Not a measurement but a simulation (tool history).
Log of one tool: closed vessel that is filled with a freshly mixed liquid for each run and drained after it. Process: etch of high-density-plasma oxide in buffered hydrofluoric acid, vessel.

| run | hour | temperature setpoint of the liquid (°C) | parts of 40 % ammonium fluoride to one part of 49 % hydrofluoric acid (parts by volume) | time in the liquid (s) | thickness taken off the high-density-plasma oxide on a monitor wafer (nm) |
|---|---|---|---|---|---|
| 1 | 0 | 25 | 10.5 | 105 | 176.09 |
| 2 | 3.6 | 25 | 11.5 | 105 | 161.32 |
| 3 | 4.3 | 26.5 | 11.5 | 105 | 174.37 |
| 4 | 10.2 | 25 | 11.5 | 105 | 161.22 |
| 5 | 18.2 | 24 | 11.5 | 105 | 152.41 |
| 6 | 22.2 | 23 | 11.5 | 105 | 145.01 |
| 7 | 25.3 | 22 | 11.5 | 105 | 137.51 |

Forecast run 8:
| 8 | 32.5 | 19 | 11.5 | 105 | ? |

Run 8 gave thickness taken off the high-density-plasma oxide on a monitor wafer (nm) 116.19.
